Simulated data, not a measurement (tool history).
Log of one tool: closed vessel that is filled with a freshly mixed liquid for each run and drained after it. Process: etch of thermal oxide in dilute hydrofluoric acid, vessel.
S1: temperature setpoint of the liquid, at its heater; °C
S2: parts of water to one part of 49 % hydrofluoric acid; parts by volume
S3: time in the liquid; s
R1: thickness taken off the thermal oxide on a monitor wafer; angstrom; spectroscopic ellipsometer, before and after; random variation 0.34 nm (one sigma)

run,hour,S1,S2,S3,R1
1,0.0,20.0,90,445,189.10
2,4.9,21.0,80,445,224.08
3,7.6,21.0,80,445,226.69
4,15.2,22.0,75,445,251.45
5,19.2,22.0,95,445,192.84
6,20.3,23.0,85,445,231.19
7,26.0,24.0,80,445,254.07
8,33.9,24.5,75,445,275.98

Forecast run 9:
9,36.4,25.0,70,445,?

{"run 9": {"R1": 306.74}}
